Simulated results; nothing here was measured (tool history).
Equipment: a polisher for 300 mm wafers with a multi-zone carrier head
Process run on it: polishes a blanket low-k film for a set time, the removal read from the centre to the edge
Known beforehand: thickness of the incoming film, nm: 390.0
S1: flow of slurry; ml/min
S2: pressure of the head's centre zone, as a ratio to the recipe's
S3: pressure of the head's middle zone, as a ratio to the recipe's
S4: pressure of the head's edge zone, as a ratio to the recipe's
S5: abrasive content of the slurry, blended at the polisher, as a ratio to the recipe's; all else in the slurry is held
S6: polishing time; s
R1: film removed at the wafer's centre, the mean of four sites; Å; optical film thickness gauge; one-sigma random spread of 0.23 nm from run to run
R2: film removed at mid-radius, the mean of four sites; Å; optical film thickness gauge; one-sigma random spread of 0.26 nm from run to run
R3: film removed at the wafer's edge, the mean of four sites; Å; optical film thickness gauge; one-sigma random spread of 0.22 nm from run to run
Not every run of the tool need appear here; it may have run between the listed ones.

run  hour   S1    S2    S3    S4    S5  S6      R1      R2      R3
  1   0.0  235  1.00  1.00  1.00  1.00  62  268.81  267.77  276.85
  2   1.0  245  1.02  1.01  1.02  1.00  62  276.06  271.20  281.21
  3   9.6  255  1.04  1.02  1.04  1.00  62  282.92  270.81  283.97
  4  17.5  260  1.05  1.03  1.06  1.00  62  286.83  272.79  288.58
  5  19.5  265  1.06  1.04  1.07  1.00  62  290.80  282.06  289.38
  6  20.1  265  1.06  1.12  1.07  1.00  62  290.20  296.72  288.17
     21.7  -- edge zone pressure recalibrated
  7  21.7  270  1.07  1.11  1.09  1.00  62  292.94  295.56  278.38
  8  25.7  205  1.10  1.01  1.02  1.25  63  327.58  302.01  294.45

Expected results for the next run?
  9  30.2  215  1.10  1.00  1.03  1.25  63   ?   ?   ?

Run 9 measured R1 332.81 Å, R2 296.40 Å, R3 297.43 Å.
